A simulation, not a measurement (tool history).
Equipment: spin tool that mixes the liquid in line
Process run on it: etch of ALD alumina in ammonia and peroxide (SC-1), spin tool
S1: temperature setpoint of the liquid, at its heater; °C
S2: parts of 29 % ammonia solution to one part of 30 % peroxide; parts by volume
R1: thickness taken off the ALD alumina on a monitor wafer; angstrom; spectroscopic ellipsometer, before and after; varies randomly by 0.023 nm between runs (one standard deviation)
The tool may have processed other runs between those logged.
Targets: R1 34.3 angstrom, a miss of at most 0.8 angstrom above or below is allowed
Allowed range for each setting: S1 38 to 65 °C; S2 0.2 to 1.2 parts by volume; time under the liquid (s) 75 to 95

Run 1, hour 0: S1 49 °C, S2 0.8 parts by volume, time under the liquid (s) 95. Result: R1 75.865 angstrom.
Run 2, hour 1: S1 49 °C, S2 0.8 parts by volume, time under the liquid (s) 95. Result: R1 75.064 angstrom.
Run 3, hour 4.1: S1 54.5 °C, S2 0.8 parts by volume, time under the liquid (s) 95. Result: R1 101.48 angstrom.
Run 4, hour 7.4: S1 54.5 °C, S2 0.8 parts by volume, time under the liquid (s) 95. Result: R1 101.89 angstrom.
Run 5, hour 9.7: S1 50.5 °C, S2 0.65 parts by volume, time under the liquid (s) 90. Result: R1 77.096 angstrom.
Run 6, hour 11.3: S1 50.5 °C, S2 0.65 parts by volume, time under the liquid (s) 95. Result: R1 80.55 angstrom.
Run 7, hour 17.1: S1 47.5 °C, S2 0.55 parts by volume, time under the liquid (s) 90. Result: R1 63.574 angstrom.
Run 8, hour 19.2: S1 47.5 °C, S2 0.55 parts by volume, time under the liquid (s) 90. Result: R1 63.402 angstrom.
Run 9, hour 24.9: S1 45.5 °C, S2 0.5 parts by volume, time under the liquid (s) 90. Result: R1 56.293 angstrom.
Run 10, hour 25.5: S1 44 °C, S2 0.45 parts by volume, time under the liquid (s) 90. Result: R1 51.247 angstrom.
Run 11, hour 28.8: S1 42.5 °C, S2 0.4 parts by volume, time under the liquid (s) 90. Result: R1 46.148 angstrom.
Run 12, hour 31.7: S1 41.5 °C, S2 0.35 parts by volume, time under the liquid (s) 90. Result: R1 43.143 angstrom.
Run 13, hour 40.5: S1 38 °C, S2 0.25 parts by volume, time under the liquid (s) 85. Result: R1 31.902 angstrom.
Run 14, hour 47.4: S1 38.5 °C, S2 0.25 parts by volume, time under the liquid (s) 85. Result: R1 33.113 angstrom.

Which of these 5 next moves meets every target?
Run A, hour 54.3: S1 40 °C, S2 0.35 parts by volume, time under the liquid (s) 75. Result: R1 ?.
Run B, hour 54.3: S1 38.5 °C, S2 0.4 parts by volume, time under the liquid (s) 80. Result: R1 ?.
Run C, hour 54.3: S1 38.5 °C, S2 0.2 parts by volume, time under the liquid (s) 90. Result: R1 ?.
Run D, hour 54.3: S1 38 °C, S2 0.3 parts by volume, time under the liquid (s) 85. Result: R1 ?.
Run E, hour 54.3: S1 38 °C, S2 0.25 parts by volume, time under the liquid (s) 85. Result: R1 ?.

move      R1
   A  33.048
   B  32.663
   C  34.379
   D  32.765
   E  32.196
A: misses by more than the last run did
B: misses by more than the last run did
C: all results in spec
D: misses by more than the last run did
E: misses by more than the last run did
So the answer is move C, the one that meets all the targets.
